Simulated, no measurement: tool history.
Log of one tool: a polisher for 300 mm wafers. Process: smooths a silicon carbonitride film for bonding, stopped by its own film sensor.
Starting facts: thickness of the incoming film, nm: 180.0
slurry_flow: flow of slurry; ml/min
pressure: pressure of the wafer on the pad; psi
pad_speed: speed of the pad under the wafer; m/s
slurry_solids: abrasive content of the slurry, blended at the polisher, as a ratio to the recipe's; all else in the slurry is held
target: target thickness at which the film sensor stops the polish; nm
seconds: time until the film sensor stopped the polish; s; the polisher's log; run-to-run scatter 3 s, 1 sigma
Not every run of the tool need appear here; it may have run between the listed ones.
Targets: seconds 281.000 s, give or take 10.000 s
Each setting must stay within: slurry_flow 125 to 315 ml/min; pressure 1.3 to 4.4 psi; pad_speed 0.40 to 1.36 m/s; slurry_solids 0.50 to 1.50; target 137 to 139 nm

run	hour	slurry_flow	pressure	pad_speed	slurry_solids	target	seconds
1	0.0	205	2.8	0.88	1.00	139	136.490
2	8.2	205	2.8	0.88	1.00	137	143.520
3	13.7	235	2.8	0.88	1.00	137	141.530
4	19.0	235	2.8	1.04	1.00	137	122.120
5	26.0	235	2.6	1.00	1.00	137	133.770
6	31.4	235	2.6	1.00	1.10	137	130.400
7	38.2	235	2.6	1.00	1.10	137	129.000
8	44.1	235	2.5	0.96	1.10	137	139.400
9	49.8	235	2.5	0.96	1.10	137	139.730
10	57.0	235	2.4	0.94	1.10	137	143.980
11	61.0	235	2.3	0.90	1.10	137	157.600
12	63.9	235	2.2	0.88	1.10	137	168.030

Pick the move, out of 5, that brings all results within their allowed miss; only one does.
A	66.8	230	3.0	0.92	1.15	139	?
B	66.8	225	1.4	0.84	1.00	137	?
C	66.8	305	2.7	1.36	1.25	139	?
D	66.8	250	2.8	1.16	1.10	139	?
E	66.8	230	2.9	1.08	1.20	139	?

move	seconds
A	111.990
B	283.010
C	84.628
D	100.720
E	99.729
A: moves away from the targets compared with the last run
B: all results land within tolerance of their targets
C: moves away from the targets compared with the last run
D: moves away from the targets compared with the last run
E: moves away from the targets compared with the last run
B meets every target.
